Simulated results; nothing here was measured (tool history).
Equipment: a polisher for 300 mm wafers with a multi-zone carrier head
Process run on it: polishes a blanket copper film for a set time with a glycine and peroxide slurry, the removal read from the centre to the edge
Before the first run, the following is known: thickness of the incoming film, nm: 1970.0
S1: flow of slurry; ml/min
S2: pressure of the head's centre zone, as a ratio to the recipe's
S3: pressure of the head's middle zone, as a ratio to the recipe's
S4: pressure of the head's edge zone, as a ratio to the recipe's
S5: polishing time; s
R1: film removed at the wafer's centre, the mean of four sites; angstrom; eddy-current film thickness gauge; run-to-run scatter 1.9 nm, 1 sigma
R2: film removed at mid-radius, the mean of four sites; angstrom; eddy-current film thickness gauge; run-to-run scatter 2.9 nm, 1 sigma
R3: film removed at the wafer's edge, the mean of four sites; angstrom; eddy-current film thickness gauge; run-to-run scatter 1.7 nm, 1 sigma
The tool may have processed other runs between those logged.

run,hour,S1,S2,S3,S4,S5,R1,R2,R3
1,0,265,1,1,1,77,3621.6,3610.5,3580.7
2,8.8,265,1,1,0.92,77,3637.6,3624.7,3404.9
3,14.6,255,0.99,0.95,0.9,72,3351.4,3193.8,3152.7
4,17.8,200,0.99,0.95,0.9,72,3183.7,3120.9,3091.8
5,20,200,0.99,0.9,0.9,72,3182,2990.4,3086
6,27.5,175,0.99,0.9,0.9,72,3121.7,2870.7,3053.2

Expected results for the next run?
7,31.3,185,0.99,0.89,0.88,69,?,?,?

Run 7 yielded R1 3002.7 angstrom, R2 2803 angstrom, R3 2900 angstrom.
